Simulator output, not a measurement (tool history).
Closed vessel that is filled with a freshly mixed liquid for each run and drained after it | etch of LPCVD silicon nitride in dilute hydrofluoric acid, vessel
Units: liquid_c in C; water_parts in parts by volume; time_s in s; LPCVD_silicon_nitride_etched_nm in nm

run	hour	liquid_c	water_parts	time_s	LPCVD_silicon_nitride_etched_nm
1	0	22	130	1015	3.4228
2	2.7	23.5	130	1015	3.7896
3	8.2	24.5	130	1015	4.0577
4	16.9	25	130	1015	4.1997
5	23.1	25	175	1015	3.1516
6	29.9	28	175	1015	3.7718
7	32.3	28.5	175	1015	3.8936
8	35.6	29	175	1015	4.0147

The next listed run, before its measurement:
9	42.8	29.5	175	1015	?

LPCVD_silicon_nitride_etched_nm: 4.1566 nm
